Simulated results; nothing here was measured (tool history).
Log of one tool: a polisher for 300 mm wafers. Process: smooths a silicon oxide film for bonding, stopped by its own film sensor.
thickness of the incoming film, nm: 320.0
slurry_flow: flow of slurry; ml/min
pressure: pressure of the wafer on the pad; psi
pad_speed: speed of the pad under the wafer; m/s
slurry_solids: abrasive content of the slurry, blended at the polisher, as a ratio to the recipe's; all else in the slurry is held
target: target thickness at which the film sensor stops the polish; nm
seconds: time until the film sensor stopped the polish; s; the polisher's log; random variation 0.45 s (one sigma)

{"run": 1, "hour": 0.0, "slurry_flow": 260, "pressure": 2.7, "pad_speed": 0.88, "slurry_solids": 1, "target": 283, "seconds": 46.555}
{"run": 2, "hour": 2.0, "slurry_flow": 260, "pressure": 2.7, "pad_speed": 0.88, "slurry_solids": 1, "target": 286, "seconds": 43.234}
{"run": 3, "hour": 8.1, "slurry_flow": 260, "pressure": 2.7, "pad_speed": 0.88, "slurry_solids": 1, "target": 283, "seconds": 47.131}
{"run": 4, "hour": 9.9, "slurry_flow": 260, "pressure": 2.8, "pad_speed": 0.88, "slurry_solids": 1, "target": 283, "seconds": 45.165}
{"run": 5, "hour": 16.2, "slurry_flow": 260, "pressure": 2.8, "pad_speed": 0.72, "slurry_solids": 1, "target": 283, "seconds": 50.39}
{"run": 6, "hour": 24.1, "slurry_flow": 215, "pressure": 2.8, "pad_speed": 0.72, "slurry_solids": 1, "target": 283, "seconds": 50.987}
{"run": 7, "hour": 31.4, "slurry_flow": 215, "pressure": 2.9, "pad_speed": 0.72, "slurry_solids": 1, "target": 283, "seconds": 51.042}
{"run": 8, "hour": 35.5, "slurry_flow": 215, "pressure": 3.6, "pad_speed": 0.84, "slurry_solids": 1, "target": 283, "seconds": 38.98}
{"run": 9, "hour": 43.1, "slurry_flow": 215, "pressure": 3.7, "pad_speed": 0.84, "slurry_solids": 1, "target": 283, "seconds": 39.378}
{"run": 10, "hour": 43.8, "slurry_flow": 215, "pressure": 3.7, "pad_speed": 0.86, "slurry_solids": 1, "target": 283, "seconds": 37.512}
{"run": 11, "hour": 45.7, "slurry_flow": 215, "pressure": 3.9, "pad_speed": 0.88, "slurry_solids": 1, "target": 283, "seconds": 37.12}
{"run": 12, "hour": 54.3, "slurry_flow": 215, "pressure": 3.9, "pad_speed": 0.88, "slurry_solids": 1, "target": 283, "seconds": 36.232}

Forecast run 13:
{"run": 13, "hour": 57.0, "slurry_flow": 215, "pressure": 4, "pad_speed": 0.92, "slurry_solids": 1, "target": 283, "seconds": "?"}

Run 13 gave seconds 34.992 s.
